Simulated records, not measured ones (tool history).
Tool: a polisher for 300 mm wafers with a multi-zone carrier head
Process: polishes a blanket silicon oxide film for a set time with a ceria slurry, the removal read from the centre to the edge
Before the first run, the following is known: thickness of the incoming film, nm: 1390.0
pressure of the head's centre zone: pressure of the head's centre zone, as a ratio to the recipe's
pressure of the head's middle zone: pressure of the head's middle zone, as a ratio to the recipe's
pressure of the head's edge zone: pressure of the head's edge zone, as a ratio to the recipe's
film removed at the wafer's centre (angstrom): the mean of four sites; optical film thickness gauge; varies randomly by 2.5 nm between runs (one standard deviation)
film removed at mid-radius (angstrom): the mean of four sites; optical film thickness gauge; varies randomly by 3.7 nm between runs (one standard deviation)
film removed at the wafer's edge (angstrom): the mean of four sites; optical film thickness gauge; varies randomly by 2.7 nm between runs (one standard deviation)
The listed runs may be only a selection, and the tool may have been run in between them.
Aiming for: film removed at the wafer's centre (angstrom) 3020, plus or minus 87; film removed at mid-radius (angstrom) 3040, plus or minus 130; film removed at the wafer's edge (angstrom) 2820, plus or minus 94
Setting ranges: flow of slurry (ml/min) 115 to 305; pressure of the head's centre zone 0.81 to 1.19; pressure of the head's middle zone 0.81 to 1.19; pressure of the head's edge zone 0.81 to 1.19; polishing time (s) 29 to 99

run,hour,flow of slurry (ml/min),pressure of the head's centre zone,pressure of the head's middle zone,pressure of the head's edge zone,polishing time (s),film removed at the wafer's centre (angstrom),film removed at mid-radius (angstrom),film removed at the wafer's edge (angstrom)
1,0,195,1,1,1,64,5592.3,5113.2,5096.2
2,2.7,190,0.99,1,0.98,60,5179.3,4860,4773.9
3,9.3,190,0.99,1,0.98,45,3878.8,3597.9,3547.7
4,16.3,190,0.99,0.96,0.98,45,3853.2,3523.1,3561.3
5,20.5,190,0.98,0.96,0.97,44,3711.9,3479.1,3447.7
6,25.2,190,0.95,0.96,0.97,44,3645.5,3452.5,3507.8
7,27.8,185,0.95,0.96,0.96,43,3541,3435.9,3339.3
8,29.9,135,0.88,0.86,0.86,40,2856.9,2723.5,2887.9
9,37.9,140,0.88,0.87,0.86,40,2869.1,2805.5,2835.8
10,42.2,145,0.88,0.87,0.86,40,2902.7,2781.3,2912.7
11,43.4,145,0.88,0.88,0.86,40,2919.3,2831.2,2906.8

Pick the move, out of 5, that brings all results within their allowed miss; only one does.
A,44.6,115,0.9,0.9,0.9,41,?,?,?
B,44.6,140,0.85,0.93,0.87,40,?,?,?
C,44.6,180,0.92,0.88,0.83,37,?,?,?
D,44.6,155,0.85,0.94,0.81,42,?,?,?
E,44.6,170,0.93,1.02,0.85,38,?,?,?

move,film removed at the wafer's centre (angstrom),film removed at mid-radius (angstrom),film removed at the wafer's edge (angstrom)
A,2868.3,2803.3,2968.6
B,2777.1,2921.3,2949.4
C,2924.8,2723.5,2774.1
D,2981.2,3150.9,3063.2
E,3007.4,3062.9,2848.9
A: misses by more than the last run did
B: the furthest-off result lands on target, but another misses its tolerance
C: misses by more than the last run did
D: the furthest-off result lands on target, but another misses its tolerance
E: all results in spec
Move E is the one to make.
